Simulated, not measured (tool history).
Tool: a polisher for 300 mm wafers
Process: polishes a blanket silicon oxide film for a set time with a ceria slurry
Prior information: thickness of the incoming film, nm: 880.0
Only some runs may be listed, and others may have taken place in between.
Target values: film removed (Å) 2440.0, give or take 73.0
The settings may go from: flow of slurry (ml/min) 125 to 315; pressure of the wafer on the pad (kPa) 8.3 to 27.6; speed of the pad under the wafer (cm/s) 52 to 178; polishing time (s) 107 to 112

run,hour,flow of slurry (ml/min),pressure of the wafer on the pad (kPa),speed of the pad under the wafer (cm/s),polishing time (s),film removed (Å)
1,0.0,205,17.9,114,107,4095.8
2,9.0,205,13.8,114,107,3201.6
3,11.3,205,13.8,114,107,3168.4
4,16.7,160,13.8,114,107,3045.2
5,20.6,160,13.1,114,107,2911.1
6,29.1,160,12.4,114,107,2775.4
7,34.8,155,9.7,114,107,2178.7
8,42.6,160,9.7,114,107,2207.0
9,47.0,165,9.7,114,107,2148.4

Of the 5 settings listed for the next run, only one would bring every result within its allowed miss of target. Which one?
A,51.4,155,12.4,106,110,?
B,51.4,190,9.0,132,107,?
C,51.4,190,11.0,114,112,?
D,51.4,185,12.4,104,109,?
E,51.4,185,9.7,118,107,?

move,film removed (Å)
A,2610.6
B,2389.8
C,2640.6
D,2620.1
E,2288.6
A: pushes the last run's worst result past its target
B: every result within its allowed miss
C: pushes the last run's worst result past its target
D: pushes the last run's worst result past its target
E: closer than the last run, but not yet in spec
Correct choice: B, which meets every target
